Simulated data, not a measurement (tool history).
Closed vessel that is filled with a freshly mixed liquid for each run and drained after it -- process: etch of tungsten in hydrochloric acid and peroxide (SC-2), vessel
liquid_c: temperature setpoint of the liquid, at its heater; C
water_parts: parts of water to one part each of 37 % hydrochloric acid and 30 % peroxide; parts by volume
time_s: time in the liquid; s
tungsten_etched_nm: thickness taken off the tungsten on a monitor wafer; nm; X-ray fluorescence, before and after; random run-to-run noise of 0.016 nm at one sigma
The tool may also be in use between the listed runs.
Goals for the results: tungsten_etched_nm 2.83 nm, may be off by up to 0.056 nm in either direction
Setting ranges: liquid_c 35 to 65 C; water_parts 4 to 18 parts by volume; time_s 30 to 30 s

run 1 hour=0 | liquid_c=49 water_parts=10 time_s=30 | tungsten_etched_nm=5.7905
run 2 hour=5.7 | liquid_c=49 water_parts=8 time_s=30 | tungsten_etched_nm=6.9203
run 3 hour=12 | liquid_c=49 water_parts=8 time_s=30 | tungsten_etched_nm=6.958
run 4 hour=13 | liquid_c=46 water_parts=8 time_s=30 | tungsten_etched_nm=5.68
run 5 hour=15 | liquid_c=46 water_parts=8 time_s=30 | tungsten_etched_nm=5.6583
run 6 hour=19.2 | liquid_c=40 water_parts=8 time_s=30 | tungsten_etched_nm=3.7262
run 7 hour=20.9 | liquid_c=40 water_parts=8 time_s=30 | tungsten_etched_nm=3.6965
run 8 hour=28.7 | liquid_c=39 water_parts=8 time_s=30 | tungsten_etched_nm=3.4533

Exactly one of the 4 candidate moves below puts every result within its allowed miss. Which one?
run A hour=36.5 | liquid_c=35.5 water_parts=7.5 time_s=30 | tungsten_etched_nm=?
run B hour=36.5 | liquid_c=37.5 water_parts=8.5 time_s=30 | tungsten_etched_nm=?
run C hour=36.5 | liquid_c=36 water_parts=6.5 time_s=30 | tungsten_etched_nm=?
run D hour=36.5 | liquid_c=36 water_parts=7.5 time_s=30 | tungsten_etched_nm=?

move=A tungsten_etched_nm=2.8207
move=B tungsten_etched_nm=2.951
move=C tungsten_etched_nm=3.2697
move=D tungsten_etched_nm=2.9255
A: every result within its allowed miss
B: nearer the targets than the last run, but a result is still out of spec
C: nearer the targets than the last run, but a result is still out of spec
D: nearer the targets than the last run, but a result is still out of spec
A meets every target.
